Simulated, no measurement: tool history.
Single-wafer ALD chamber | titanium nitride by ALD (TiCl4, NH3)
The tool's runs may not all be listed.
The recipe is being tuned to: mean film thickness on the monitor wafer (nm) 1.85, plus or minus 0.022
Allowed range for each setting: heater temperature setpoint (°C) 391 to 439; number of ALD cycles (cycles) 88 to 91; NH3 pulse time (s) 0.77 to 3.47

run	hour	heater temperature setpoint (°C)	number of ALD cycles (cycles)	NH3 pulse time (s)	mean film thickness on the monitor wafer (nm)
1	0	415	88	2.12	1.9652
2	2.1	415	88	2.12	1.9639
3	5.6	410	88	1.83	1.9428
4	7.8	410	88	2.28	1.9644
5	10	406	88	1.95	1.9415
6	13.5	399	88	1.95	1.9371
7	14	397	88	1.69	1.9131
8	22	391	88	1.01	1.753
9	30.3	391	89	1.04	1.7823
10	37.8	391	89	1.06	1.7944
11	44.7	391	89	1.07	1.813
12	48.5	391	90	1.07	1.8157
13	53.7	391	90	1.08	1.8237
14	61.5	392	91	1.16	1.8871

Of the 5 settings listed for the next run, only one would bring every result within its allowed miss of target. Which one?
A	69.3	394	90	1.14	?
B	69.3	394	91	1.17	?
C	69.3	402	89	1.3	?
D	69.3	401	89	1.4	?
E	69.3	391	91	1.34	?

move	mean film thickness on the monitor wafer (nm)
A	1.8624
B	1.8919
C	1.9075
D	1.9203
E	1.9202
A: every result lands within tolerance
B: its largest miss is bigger than the last run's
C: its largest miss is bigger than the last run's
D: its largest miss is bigger than the last run's
E: its largest miss is bigger than the last run's
Correct choice: A, which meets every target
